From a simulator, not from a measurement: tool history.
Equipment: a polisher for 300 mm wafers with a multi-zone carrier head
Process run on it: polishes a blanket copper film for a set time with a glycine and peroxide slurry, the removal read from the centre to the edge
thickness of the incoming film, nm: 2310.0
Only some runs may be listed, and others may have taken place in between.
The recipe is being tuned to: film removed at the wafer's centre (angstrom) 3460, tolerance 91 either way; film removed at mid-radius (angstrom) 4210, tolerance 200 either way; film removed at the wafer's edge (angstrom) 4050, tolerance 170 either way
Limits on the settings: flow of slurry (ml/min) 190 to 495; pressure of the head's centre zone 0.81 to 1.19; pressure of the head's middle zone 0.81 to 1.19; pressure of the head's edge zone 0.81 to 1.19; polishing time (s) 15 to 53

run  hour  flow of slurry (ml/min)  pressure of the head's centre zone  pressure of the head's middle zone  pressure of the head's edge zone  polishing time (s)  film removed at the wafer's centre (angstrom)  film removed at mid-radius (angstrom)  film removed at the wafer's edge (angstrom)
  1     0                      320                                   1                                   1                                 1                  34                                         2438.3                                 2527.8                                       2680.4
  2   2.3                      320                                   1                                1.02                              1.01                  35                                         2546.7                                 2607.2                                       2766.5
  3     3                      320                                   1                                1.02                              1.01                  43                                         3163.3                                 3211.1                                       3440.1
  4   8.7                      320                                   1                                1.09                              1.01                  43                                         3145.7                                 3392.9                                       3429.8
  5  14.5                      325                                   1                                 1.1                              1.02                  44                                         3240.2                                 3515.6                                       3476.6
     16.6  -- slurry nozzle cleaned
  6  16.6                      325                                   1                                1.18                              1.02                  44                                         3359.8                                 3851.8                                       3577.1
  7  20.6                      325                                0.99                                1.18                              1.03                  44                                         3316.2                                 3749.3                                       3595.1
  8  28.4                      325                                0.99                                1.18                              1.03                  44                                         3312.1                                 3818.5                                         3558
  9  34.4                      325                                0.98                                1.18                              1.04                  44                                         3311.2                                   3806                                       3594.2
 10  38.3                      355                                0.91                                1.19                              1.09                  47                                           3303                                   4107                                       3959.8
 11  45.1                      360                                0.92                                1.19                              1.09                  47                                         3359.4                                 4274.4                                       3944.8

5 next moves are on the table. One of them brings every result within its allowed miss. Which?
  A  51.9                      380                                0.94                                1.09                               1.1                  46                                              ?                                      ?                                            ?
  B  51.9                      270                                0.85                                 1.1                              1.07                  52                                              ?                                      ?                                            ?
  C  51.9                      335                                1.06                                 1.1                              1.04                  45                                              ?                                      ?                                            ?
  D  51.9                      360                                0.93                                1.16                              1.06                  48                                              ?                                      ?                                            ?
  E  51.9                      190                                0.86                                   1                              1.19                  53                                              ?                                      ?                                            ?

move  film removed at the wafer's centre (angstrom)  film removed at mid-radius (angstrom)  film removed at the wafer's edge (angstrom)
   A                                         3299.3                                 3824.9                                       3928.1
   B                                           3248                                 4212.8                                       4267.2
   C                                         3599.8                                   3725                                       3704.7
   D                                         3390.6                                 4168.6                                       4006.1
   E                                         3164.5                                 3796.5                                       4426.5
A: lands further from the targets than the last run did
B: lands further from the targets than the last run did
C: pushes the last run's worst result past its target
D: all results land within tolerance of their targets
E: lands further from the targets than the last run did
Answer: D
